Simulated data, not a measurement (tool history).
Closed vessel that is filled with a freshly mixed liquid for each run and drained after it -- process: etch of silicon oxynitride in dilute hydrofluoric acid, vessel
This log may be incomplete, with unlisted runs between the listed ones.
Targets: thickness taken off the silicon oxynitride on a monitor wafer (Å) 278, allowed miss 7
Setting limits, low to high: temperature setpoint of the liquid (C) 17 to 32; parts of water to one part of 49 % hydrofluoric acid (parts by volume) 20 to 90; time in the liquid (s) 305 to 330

| run | hour | temperature setpoint of the liquid (C) | parts of water to one part of 49 % hydrofluoric acid (parts by volume) | time in the liquid (s) | thickness taken off the silicon oxynitride on a monitor wafer (Å) |
|---|---|---|---|---|---|
| 1 | 0 | 24 | 50 | 305 | 209.78 |
| 2 | 4.6 | 24 | 50 | 330 | 226.88 |
| 3 | 9.1 | 24.5 | 50 | 330 | 231.96 |
| 4 | 15.5 | 24.5 | 40 | 330 | 291.52 |
| 5 | 22.2 | 22 | 40 | 330 | 255.7 |
| 6 | 27 | 19.5 | 40 | 330 | 229.2 |
| 7 | 28.6 | 20 | 40 | 330 | 233.59 |
| 8 | 37.8 | 20.5 | 40 | 330 | 237.55 |
| 9 | 44 | 21 | 40 | 330 | 249.34 |
| 10 | 52.3 | 21.5 | 40 | 330 | 251.87 |
| 11 | 61.3 | 21.5 | 40 | 330 | 252.96 |
| 12 | 69.9 | 22 | 40 | 330 | 261.77 |
| 13 | 75 | 22.5 | 40 | 330 | 261.85 |

Below are 4 possible settings for the next run. Only one of them brings all results inside the allowed miss of their targets. Which is it?
| A | 80.1 | 26.5 | 45 | 325 | ? |
| B | 80.1 | 25 | 45 | 330 | ? |
| C | 80.1 | 22.5 | 40 | 305 | ? |
| D | 80.1 | 22.5 | 35 | 330 | ? |

| move | thickness taken off the silicon oxynitride on a monitor wafer (Å) |
|---|---|
| A | 280.02 |
| B | 264.4 |
| C | 243.89 |
| D | 302.47 |
A: hits every target within its allowed miss
B: moves toward the targets from the last run without getting all of them in spec
C: misses by more than the last run did
D: the result that was furthest off in the last run now lies on the other side of its target
So the answer is move A, the one that meets all the targets.

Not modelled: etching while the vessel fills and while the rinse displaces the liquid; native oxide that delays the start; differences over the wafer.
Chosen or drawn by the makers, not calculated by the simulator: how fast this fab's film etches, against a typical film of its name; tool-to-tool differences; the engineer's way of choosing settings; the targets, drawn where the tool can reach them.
